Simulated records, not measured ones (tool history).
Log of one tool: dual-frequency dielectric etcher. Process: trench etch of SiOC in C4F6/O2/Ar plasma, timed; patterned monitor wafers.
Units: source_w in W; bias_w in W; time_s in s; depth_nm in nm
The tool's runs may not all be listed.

run,hour,source_w,bias_w,time_s,depth_nm
1,0,300,146,20.5,37.645
2,5.2,300,146,20.5,37.928
3,13.1,320,148,20.5,38.793
4,16,270,148,20.5,36.349
5,19.2,240,148,20.5,34.704
6,21.4,270,150,20.5,36.248
7,25.8,290,152,20.5,37.454

Run 8 comes next. What will it give?
8,29.8,310,154,20.5,?

depth_nm: 38.806 nm
